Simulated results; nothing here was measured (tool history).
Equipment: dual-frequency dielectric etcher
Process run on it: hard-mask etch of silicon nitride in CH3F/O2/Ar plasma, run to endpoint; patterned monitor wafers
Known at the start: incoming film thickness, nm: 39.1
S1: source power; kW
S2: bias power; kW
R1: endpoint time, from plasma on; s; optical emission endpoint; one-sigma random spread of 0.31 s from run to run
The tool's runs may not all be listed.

run	hour	S1	S2	R1
1	0	0.51	0.093	42.556
2	8.5	0.53	0.095	41.889
3	9.4	0.55	0.097	40.76
4	14.1	0.5	0.097	43.038
5	20.6	0.52	0.098	41.212
6	25.4	0.53	0.099	41.261
7	28.1	0.54	0.1	40.221
8	32.7	0.55	0.1	39.739
9	34.2	0.55	0.1	40.087

Run 10 has not been measured yet. What should we expect?
10	38.3	0.56	0.1	?

R1: 39.356 s
